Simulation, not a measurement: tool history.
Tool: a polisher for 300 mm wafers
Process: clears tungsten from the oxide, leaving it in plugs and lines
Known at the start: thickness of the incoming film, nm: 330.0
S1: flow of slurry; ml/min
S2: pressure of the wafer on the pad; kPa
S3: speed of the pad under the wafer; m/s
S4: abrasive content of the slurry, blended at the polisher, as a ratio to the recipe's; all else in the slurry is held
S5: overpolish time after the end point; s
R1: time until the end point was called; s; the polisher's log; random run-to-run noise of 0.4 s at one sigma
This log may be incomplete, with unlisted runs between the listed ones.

Run 1, day 0.000: S1 280 ml/min, S2 31.0 kPa, S3 0.96 m/s, S4 1.00, S5 13 s. Result: R1 51.294 s.
Run 2, day 0.179: S1 280 ml/min, S2 31.0 kPa, S3 0.96 m/s, S4 1.15, S5 13 s. Result: R1 49.701 s.
Run 3, day 0.421: S1 280 ml/min, S2 31.0 kPa, S3 0.96 m/s, S4 1.05, S5 13 s. Result: R1 50.368 s.
Run 4, day 0.729: S1 280 ml/min, S2 26.2 kPa, S3 0.96 m/s, S4 1.05, S5 13 s. Result: R1 61.712 s.
Run 5, day 0.975: S1 280 ml/min, S2 26.2 kPa, S3 0.82 m/s, S4 1.05, S5 13 s. Result: R1 70.547 s.
Run 6, day 1.321: S1 280 ml/min, S2 29.0 kPa, S3 0.82 m/s, S4 1.05, S5 13 s. Result: R1 62.989 s.
Run 7, day 1.371: S1 280 ml/min, S2 31.0 kPa, S3 0.82 m/s, S4 1.05, S5 13 s. Result: R1 59.048 s.
Run 8, day 1.512: S1 280 ml/min, S2 33.1 kPa, S3 0.82 m/s, S4 1.05, S5 13 s. Result: R1 55.931 s.
Run 9, day 1.658: S1 280 ml/min, S2 35.2 kPa, S3 0.84 m/s, S4 1.05, S5 13 s. Result: R1 52.090 s.

Predict the results of run 10:
Run 10, day 1.696: S1 280 ml/min, S2 36.5 kPa, S3 0.86 m/s, S4 1.05, S5 13 s. Result: R1 ?.

R1: 48.115 s
